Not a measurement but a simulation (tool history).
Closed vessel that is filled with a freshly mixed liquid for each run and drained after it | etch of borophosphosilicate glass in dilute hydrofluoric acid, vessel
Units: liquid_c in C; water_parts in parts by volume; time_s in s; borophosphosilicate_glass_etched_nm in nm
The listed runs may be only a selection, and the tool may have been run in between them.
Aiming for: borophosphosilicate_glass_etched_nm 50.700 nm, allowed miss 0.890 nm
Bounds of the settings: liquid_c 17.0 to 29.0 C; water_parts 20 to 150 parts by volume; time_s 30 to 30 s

run,hour,liquid_c,water_parts,time_s,borophosphosilicate_glass_etched_nm
1,0.0,21.0,85,30,20.630
2,8.7,24.5,85,30,23.964
3,12.4,22.5,85,30,21.953
4,15.7,20.5,85,30,20.164
5,24.7,20.5,60,30,29.829
6,26.2,19.0,60,30,28.000
7,32.1,22.0,55,30,35.110
8,35.3,24.0,55,30,38.123
9,38.8,28.0,45,30,54.576
10,47.8,27.5,45,30,53.719
11,54.9,27.0,45,30,52.753
12,58.6,26.5,45,30,52.314
13,64.3,25.5,45,30,49.753

Which single option among these 5 for the next run brings every result within its allowed miss of target? Just one does.
A,70.0,26.0,45,30,?
B,70.0,27.0,45,30,?
C,70.0,24.0,40,30,?
D,70.0,28.0,50,30,?
E,70.0,25.0,45,30,?

move,borophosphosilicate_glass_etched_nm
A,50.401
B,52.486
C,52.588
D,48.815
E,48.385
A: meets every target
B: the result that was furthest off in the last run now lies on the other side of its target
C: the result that was furthest off in the last run now lies on the other side of its target
D: misses by more than the last run did
E: misses by more than the last run did
Move A is the one to make.
